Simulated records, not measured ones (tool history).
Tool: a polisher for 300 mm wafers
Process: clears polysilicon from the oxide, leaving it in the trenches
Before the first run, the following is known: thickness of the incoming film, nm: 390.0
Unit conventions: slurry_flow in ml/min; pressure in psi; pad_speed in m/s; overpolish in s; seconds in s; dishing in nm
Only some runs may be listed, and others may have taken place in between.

run 1 hour=0.0 | slurry_flow=215 pressure=2.5 pad_speed=0.84 overpolish=24 | seconds=46.626 dishing=43.999
run 2 hour=8.1 | slurry_flow=215 pressure=3.0 pad_speed=0.84 overpolish=24 | seconds=37.908 dishing=42.961
run 3 hour=16.1 | slurry_flow=215 pressure=3.0 pad_speed=0.94 overpolish=24 | seconds=35.076 dishing=44.488
run 4 hour=21.3 | slurry_flow=215 pressure=3.2 pad_speed=0.94 overpolish=24 | seconds=32.437 dishing=42.372
run 5 hour=23.2 | slurry_flow=215 pressure=3.2 pad_speed=0.84 overpolish=24 | seconds=35.730 dishing=45.033
run 6 hour=24.5 | slurry_flow=215 pressure=2.6 pad_speed=0.84 overpolish=24 | seconds=44.754 dishing=42.348
run 7 hour=32.0 | slurry_flow=215 pressure=2.5 pad_speed=0.84 overpolish=22 | seconds=45.245 dishing=44.669
run 8 hour=39.3 | slurry_flow=215 pressure=2.5 pad_speed=0.84 overpolish=22 | seconds=46.236 dishing=43.133
run 9 hour=46.8 | slurry_flow=210 pressure=2.4 pad_speed=0.84 overpolish=19 | seconds=47.485 dishing=41.959
run 10 hour=47.7 | slurry_flow=210 pressure=2.4 pad_speed=0.84 overpolish=19 | seconds=47.672 dishing=42.574
run 11 hour=55.9 | slurry_flow=205 pressure=2.3 pad_speed=0.84 overpolish=17 | seconds=49.329 dishing=41.205
run 12 hour=57.1 | slurry_flow=200 pressure=2.2 pad_speed=0.84 overpolish=17 | seconds=52.648 dishing=42.003
run 13 hour=60.3 | slurry_flow=200 pressure=2.2 pad_speed=0.84 overpolish=17 | seconds=52.429 dishing=39.918
run 14 hour=64.2 | slurry_flow=200 pressure=2.2 pad_speed=0.84 overpolish=18 | seconds=52.009 dishing=41.166
run 15 hour=65.5 | slurry_flow=195 pressure=2.2 pad_speed=0.84 overpolish=18 | seconds=53.005 dishing=41.948
run 16 hour=70.1 | slurry_flow=190 pressure=2.2 pad_speed=0.84 overpolish=17 | seconds=52.642 dishing=42.138
run 17 hour=71.3 | slurry_flow=190 pressure=2.2 pad_speed=0.84 overpolish=15 | seconds=52.638 dishing=39.807

What does the tool deliver on the next run?
run 18 hour=80.1 | slurry_flow=185 pressure=2.2 pad_speed=0.84 overpolish=15 | seconds=? dishing=?

Run 18 came out at seconds 53.288 s, dishing 38.473 nm.
